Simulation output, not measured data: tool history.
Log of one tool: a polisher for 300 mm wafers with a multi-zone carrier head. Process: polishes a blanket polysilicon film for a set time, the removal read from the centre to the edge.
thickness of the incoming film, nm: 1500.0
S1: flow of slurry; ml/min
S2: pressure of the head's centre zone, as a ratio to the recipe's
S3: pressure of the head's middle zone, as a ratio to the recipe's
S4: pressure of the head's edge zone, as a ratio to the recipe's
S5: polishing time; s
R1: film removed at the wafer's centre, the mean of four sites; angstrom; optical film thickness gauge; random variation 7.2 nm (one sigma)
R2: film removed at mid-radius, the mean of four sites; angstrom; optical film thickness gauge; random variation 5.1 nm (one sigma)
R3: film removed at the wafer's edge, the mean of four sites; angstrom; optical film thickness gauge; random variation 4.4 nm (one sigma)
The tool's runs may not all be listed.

run,hour,S1,S2,S3,S4,S5,R1,R2,R3
1,0.0,210,1.00,1.00,1.00,59,3803.7,3758.5,3643.9
2,0.5,210,1.00,1.00,0.92,59,3864.6,3785.1,3523.5
3,2.2,210,1.00,0.94,0.92,59,3812.2,3560.6,3582.6
4,3.6,220,1.01,0.99,0.95,64,4217.6,4053.4,3920.6
5,11.0,220,1.01,0.95,0.95,64,4193.0,3920.4,3915.1
6,16.2,255,1.01,0.95,0.95,64,4228.2,3939.2,3947.3
7,17.4,255,1.02,1.00,0.96,68,4612.9,4453.0,4214.0

Forecast run 8:
8,23.8,255,1.03,1.03,0.98,71,?,?,?

R1: 4838.1 angstrom
R2: 4781.1 angstrom
R3: 4435.8 angstrom
